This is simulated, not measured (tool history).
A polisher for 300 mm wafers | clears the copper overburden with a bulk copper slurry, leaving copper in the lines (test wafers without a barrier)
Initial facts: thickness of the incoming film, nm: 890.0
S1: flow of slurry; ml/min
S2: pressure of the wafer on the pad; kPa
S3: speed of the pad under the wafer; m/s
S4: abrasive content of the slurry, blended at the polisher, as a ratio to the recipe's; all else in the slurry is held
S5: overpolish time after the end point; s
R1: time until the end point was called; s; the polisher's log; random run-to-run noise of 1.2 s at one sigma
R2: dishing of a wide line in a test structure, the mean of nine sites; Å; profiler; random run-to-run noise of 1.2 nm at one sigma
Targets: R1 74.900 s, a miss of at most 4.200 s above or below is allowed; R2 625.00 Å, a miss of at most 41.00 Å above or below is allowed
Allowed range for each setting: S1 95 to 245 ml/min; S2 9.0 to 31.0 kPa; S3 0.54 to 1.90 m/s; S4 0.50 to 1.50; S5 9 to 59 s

Run 1, hour 0.0: S1 155 ml/min, S2 20.0 kPa, S3 1.22 m/s, S4 1.00, S5 30 s. Result: R1 65.824 s, R2 815.59 Å.
Run 2, hour 7.2: S1 155 ml/min, S2 20.0 kPa, S3 1.22 m/s, S4 1.00, S5 22 s. Result: R1 64.643 s, R2 790.96 Å.
Run 3, hour 13.9: S1 155 ml/min, S2 17.9 kPa, S3 1.30 m/s, S4 1.00, S5 20 s. Result: R1 66.112 s, R2 784.44 Å.
Run 4, hour 22.6: S1 155 ml/min, S2 20.0 kPa, S3 1.30 m/s, S4 1.00, S5 20 s. Result: R1 62.542 s, R2 794.53 Å.
Run 5, hour 23.5: S1 140 ml/min, S2 20.0 kPa, S3 1.30 m/s, S4 1.00, S5 20 s. Result: R1 63.363 s, R2 810.99 Å.
Run 6, hour 28.5: S1 160 ml/min, S2 17.9 kPa, S3 1.32 m/s, S4 1.00, S5 18 s. Result: R1 66.628 s, R2 754.13 Å.
Run 7, hour 33.3: S1 170 ml/min, S2 17.2 kPa, S3 1.34 m/s, S4 1.00, S5 16 s. Result: R1 65.195 s, R2 751.52 Å.
Run 8, hour 41.6: S1 180 ml/min, S2 15.9 kPa, S3 1.36 m/s, S4 1.00, S5 15 s. Result: R1 68.481 s, R2 682.75 Å.
Run 9, hour 47.5: S1 180 ml/min, S2 15.2 kPa, S3 1.36 m/s, S4 1.00, S5 15 s. Result: R1 71.081 s, R2 701.95 Å.
Run 10, hour 53.5: S1 185 ml/min, S2 14.5 kPa, S3 1.36 m/s, S4 1.00, S5 14 s. Result: R1 70.229 s, R2 667.76 Å.

Next run, 4 choices. One meets every target within its allowed miss, the rest don't. Which?
Run A, hour 59.5: S1 225 ml/min, S2 11.0 kPa, S3 1.58 m/s, S4 0.80, S5 14 s. Result: R1 ?, R2 ?.
Run B, hour 59.5: S1 140 ml/min, S2 15.2 kPa, S3 1.14 m/s, S4 1.00, S5 13 s. Result: R1 ?, R2 ?.
Run C, hour 59.5: S1 145 ml/min, S2 16.5 kPa, S3 1.26 m/s, S4 0.90, S5 22 s. Result: R1 ?, R2 ?.
Run D, hour 59.5: S1 125 ml/min, S2 17.2 kPa, S3 1.20 m/s, S4 1.05, S5 18 s. Result: R1 ?, R2 ?.

move      R1      R2
   A  75.949  645.72
   B  86.660  615.65
   C  75.717  766.79
   D  76.479  734.52
A: hits every target within its allowed miss
B: moves the result that the last run missed by most past its target, out the other side
C: corrects the largest miss of the last run, while another result sits out of spec
D: corrects the largest miss of the last run, while another result sits out of spec
Correct choice: A, which meets every target
